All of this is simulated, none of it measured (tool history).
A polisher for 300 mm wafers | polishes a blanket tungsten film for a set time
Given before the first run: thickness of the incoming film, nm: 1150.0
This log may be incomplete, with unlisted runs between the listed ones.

run  hour  flow of slurry (ml/min)  pressure of the wafer on the pad (kPa)  speed of the pad under the wafer (cm/s)  abrasive content of the slurry  polishing time (s)  film removed (nm)
  1     0                      305                                    27.6                                      136                               1                  28             217.26
  2   7.2                      305                                    26.2                                      132                               1                  28             205.96
  3  14.7                      305                                    24.8                                      128                               1                  28             185.07
  4  19.6                      305                                    23.4                                      126                               1                  28             175.17
  5    25                      305                                    23.4                                      126                             0.9                  28             170.48
  6  26.7                      305                                    22.1                                      124                             0.9                  28             158.86

Run 7 has not been measured yet. What should we expect?
  7    30                      305                                    20.7                                      122                             0.9                  28                  ?

Run 7 yielded film removed (nm) 146.07.
